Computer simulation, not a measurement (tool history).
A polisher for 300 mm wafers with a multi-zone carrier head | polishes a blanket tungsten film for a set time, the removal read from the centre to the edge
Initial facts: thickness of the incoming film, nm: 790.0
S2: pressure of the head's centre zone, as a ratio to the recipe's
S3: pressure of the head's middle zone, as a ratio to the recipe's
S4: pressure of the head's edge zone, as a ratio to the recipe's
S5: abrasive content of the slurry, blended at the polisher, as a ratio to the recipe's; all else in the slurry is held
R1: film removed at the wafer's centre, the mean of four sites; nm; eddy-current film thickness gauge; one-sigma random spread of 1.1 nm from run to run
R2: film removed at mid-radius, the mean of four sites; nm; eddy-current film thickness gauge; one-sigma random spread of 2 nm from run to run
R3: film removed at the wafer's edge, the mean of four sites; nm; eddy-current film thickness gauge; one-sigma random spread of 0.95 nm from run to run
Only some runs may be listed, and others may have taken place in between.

run 1 hour=0 | flow_of_slurry_(ml/min)=275 S2=1 S3=1 S4=1 S5=1 polishing_time_(s)=34 | R1=122.23 R2=120.68 R3=119.58
run 2 hour=1.5 | flow_of_slurry_(ml/min)=310 S2=1 S3=1 S4=1 S5=1 polishing_time_(s)=34 | R1=123.79 R2=126.32 R3=120.21
run 3 hour=9.7 | flow_of_slurry_(ml/min)=310 S2=1.07 S3=1 S4=1 S5=1 polishing_time_(s)=34 | R1=132.71 R2=121.97 R3=120.05
run 4 hour=14.8 | flow_of_slurry_(ml/min)=310 S2=1.07 S3=1 S4=1.06 S5=1 polishing_time_(s)=34 | R1=132.04 R2=123.01 R3=125.03
run 5 hour=22.6 | flow_of_slurry_(ml/min)=325 S2=1.06 S3=1.03 S4=1.07 S5=1.05 polishing_time_(s)=34 | R1=131.58 R2=127.56 R3=126.82
run 6 hour=24.1 | flow_of_slurry_(ml/min)=325 S2=1.06 S3=1.03 S4=1.07 S5=1.05 polishing_time_(s)=29 | R1=112.99 R2=112.62 R3=108.35
run 7 hour=32.2 | flow_of_slurry_(ml/min)=335 S2=1.06 S3=1.06 S4=1.09 S5=1.15 polishing_time_(s)=30 | R1=120.61 R2=118.81 R3=115.06
run 8 hour=36.4 | flow_of_slurry_(ml/min)=350 S2=1.04 S3=1.09 S4=1.1 S5=1.25 polishing_time_(s)=31 | R1=125.46 R2=126.23 R3=123.58
run 9 hour=39.9 | flow_of_slurry_(ml/min)=310 S2=0.97 S3=1.19 S4=1 S5=1.45 polishing_time_(s)=35 | R1=138.45 R2=162.18 R3=136.05

What will run 10 give?
run 10 hour=44.1 | flow_of_slurry_(ml/min)=305 S2=0.97 S3=1.17 S4=1 S5=1.45 polishing_time_(s)=35 | R1=? R2=? R3=?

R1: 138.23 nm
R2: 158.18 nm
R3: 135.82 nm
